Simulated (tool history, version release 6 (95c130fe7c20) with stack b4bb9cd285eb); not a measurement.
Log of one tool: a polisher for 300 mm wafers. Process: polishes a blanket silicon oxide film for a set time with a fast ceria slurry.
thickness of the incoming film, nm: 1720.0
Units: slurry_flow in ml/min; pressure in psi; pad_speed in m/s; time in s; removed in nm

{"run": 1, "hour": 0.0, "slurry_flow": 290, "pressure": 3.5, "pad_speed": 1.16, "time": 37, "removed": 949.5}
{"run": 2, "hour": 1.5, "slurry_flow": 290, "pressure": 3.2, "pad_speed": 1.14, "time": 37, "removed": 870.47}
{"run": 3, "hour": 6.4, "slurry_flow": 290, "pressure": 3.2, "pad_speed": 1.14, "time": 38, "removed": 899.14}
{"run": 4, "hour": 15.0, "slurry_flow": 290, "pressure": 2.8, "pad_speed": 1.14, "time": 38, "removed": 777.96}
{"run": 5, "hour": 16.1, "slurry_flow": 290, "pressure": 2.6, "pad_speed": 1.14, "time": 38, "removed": 736}
{"run": 6, "hour": 20.7, "slurry_flow": 290, "pressure": 2.5, "pad_speed": 1.12, "time": 38, "removed": 704.54}
{"run": 7, "hour": 23.7, "slurry_flow": 290, "pressure": 2.4, "pad_speed": 1.1, "time": 38, "removed": 662.99}
{"run": 8, "hour": 25.4, "slurry_flow": 290, "pressure": 2.3, "pad_speed": 1.1, "time": 38, "removed": 634.61}
{"run": 9, "hour": 28.3, "slurry_flow": 290, "pressure": 2.2, "pad_speed": 1.1, "time": 38, "removed": 610.74}
{"run": 10, "hour": 32.0, "slurry_flow": 290, "pressure": 2.1, "pad_speed": 1.1, "time": 38, "removed": 570.7}

Forecast run 11:
{"run": 11, "hour": 35.7, "slurry_flow": 290, "pressure": 1.9, "pad_speed": 1.1, "time": 38, "removed": "?"}

removed: 525.13 nm
